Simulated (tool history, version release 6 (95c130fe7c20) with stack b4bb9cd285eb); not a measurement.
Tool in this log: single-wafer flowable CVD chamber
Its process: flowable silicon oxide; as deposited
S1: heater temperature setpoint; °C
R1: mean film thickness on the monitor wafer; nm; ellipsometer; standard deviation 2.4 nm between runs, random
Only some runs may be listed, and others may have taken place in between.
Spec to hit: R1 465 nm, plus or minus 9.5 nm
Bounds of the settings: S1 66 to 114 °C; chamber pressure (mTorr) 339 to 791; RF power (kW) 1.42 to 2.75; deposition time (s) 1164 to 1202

{"run": 1, "hour": 0.0, "S1": 90, "chamber pressure (mTorr)": 565, "RF power (kW)": 2.085, "deposition time (s)": 1164, "R1": 602.35}
{"run": 2, "hour": 4.1, "S1": 90, "chamber pressure (mTorr)": 611, "RF power (kW)": 2.085, "deposition time (s)": 1164, "R1": 652.3}
{"run": 3, "hour": 10.4, "S1": 90, "chamber pressure (mTorr)": 611, "RF power (kW)": 1.945, "deposition time (s)": 1164, "R1": 639.88}
{"run": 4, "hour": 17.1, "S1": 93, "chamber pressure (mTorr)": 611, "RF power (kW)": 1.945, "deposition time (s)": 1164, "R1": 584.29}
{"run": 5, "hour": 24.1, "S1": 95, "chamber pressure (mTorr)": 611, "RF power (kW)": 1.945, "deposition time (s)": 1164, "R1": 548.17}
{"run": 6, "hour": 33.4, "S1": 95, "chamber pressure (mTorr)": 611, "RF power (kW)": 2.16, "deposition time (s)": 1164, "R1": 563.96}
{"run": 7, "hour": 39.1, "S1": 97, "chamber pressure (mTorr)": 611, "RF power (kW)": 2.16, "deposition time (s)": 1164, "R1": 535.1}
{"run": 8, "hour": 46.5, "S1": 97, "chamber pressure (mTorr)": 611, "RF power (kW)": 2.16, "deposition time (s)": 1164, "R1": 532.65}
{"run": 9, "hour": 55.0, "S1": 98, "chamber pressure (mTorr)": 611, "RF power (kW)": 2.16, "deposition time (s)": 1164, "R1": 518.2}
{"run": 10, "hour": 61.2, "S1": 99, "chamber pressure (mTorr)": 611, "RF power (kW)": 2.16, "deposition time (s)": 1164, "R1": 503.04}
{"run": 11, "hour": 66.2, "S1": 100, "chamber pressure (mTorr)": 611, "RF power (kW)": 2.16, "deposition time (s)": 1164, "R1": 494.37}
{"run": 12, "hour": 74.4, "S1": 101, "chamber pressure (mTorr)": 611, "RF power (kW)": 2.16, "deposition time (s)": 1164, "R1": 474.99}

4 candidate next runs follow, results not yet known. Just one meets every target within its allowed miss. Identify it.
{"run": "A", "hour": 82.6, "S1": 102, "chamber pressure (mTorr)": 625, "RF power (kW)": 2.205, "deposition time (s)": 1196, "R1": "?"}
{"run": "B", "hour": 82.6, "S1": 100, "chamber pressure (mTorr)": 585, "RF power (kW)": 2.165, "deposition time (s)": 1200, "R1": "?"}
{"run": "C", "hour": 82.6, "S1": 107, "chamber pressure (mTorr)": 684, "RF power (kW)": 2.175, "deposition time (s)": 1202, "R1": "?"}
{"run": "D", "hour": 82.6, "S1": 100, "chamber pressure (mTorr)": 611, "RF power (kW)": 2.25, "deposition time (s)": 1168, "R1": "?"}

move=A R1=487.21
move=B R1=483.27
move=C R1=460.03
move=D R1=495.06
A: lands further from the targets than the last run did
B: lands further from the targets than the last run did
C: all results in spec
D: lands further from the targets than the last run did
The move that meets every target is C.
